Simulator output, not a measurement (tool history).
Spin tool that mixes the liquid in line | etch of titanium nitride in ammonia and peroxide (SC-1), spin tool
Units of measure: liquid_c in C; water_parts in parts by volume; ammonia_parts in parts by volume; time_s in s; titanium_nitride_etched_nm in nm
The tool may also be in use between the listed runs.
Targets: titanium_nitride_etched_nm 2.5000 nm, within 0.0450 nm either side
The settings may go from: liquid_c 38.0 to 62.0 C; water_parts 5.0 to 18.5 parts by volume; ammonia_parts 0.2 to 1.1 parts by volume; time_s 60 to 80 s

run,hour,liquid_c,water_parts,ammonia_parts,time_s,titanium_nitride_etched_nm
1,0.0,46.0,10.5,0.6,80,3.2234
2,2.5,45.5,10.5,0.6,80,3.1118
3,5.2,45.5,12.0,0.6,80,2.9202
4,10.1,45.5,8.5,0.6,80,3.5097
5,15.9,44.5,8.5,0.6,80,3.2169
6,22.3,44.0,8.5,0.6,80,3.1230
7,28.6,43.5,8.5,0.6,80,3.0069
8,34.5,43.0,8.5,0.6,80,2.8995
9,42.1,42.5,8.5,0.6,80,2.7896
10,47.6,42.0,8.5,0.6,80,2.6824

Consider the 5 candidate settings below. Which is the only one whose results all fall within their allowed miss of target?
A,53.1,42.5,5.0,0.2,70,?
B,53.1,42.0,6.5,0.4,80,?
C,53.1,43.5,12.0,0.6,80,?
D,53.1,42.5,8.5,0.7,80,?
E,53.1,46.5,11.0,0.5,60,?

move,titanium_nitride_etched_nm
A,2.6367
B,2.8855
C,2.5200
D,2.8717
E,2.3782
A: closer than the last run, but not yet in spec
B: its largest miss is bigger than the last run's
C: meets every target
D: its largest miss is bigger than the last run's
E: pushes the last run's worst result past its target
C meets every target.
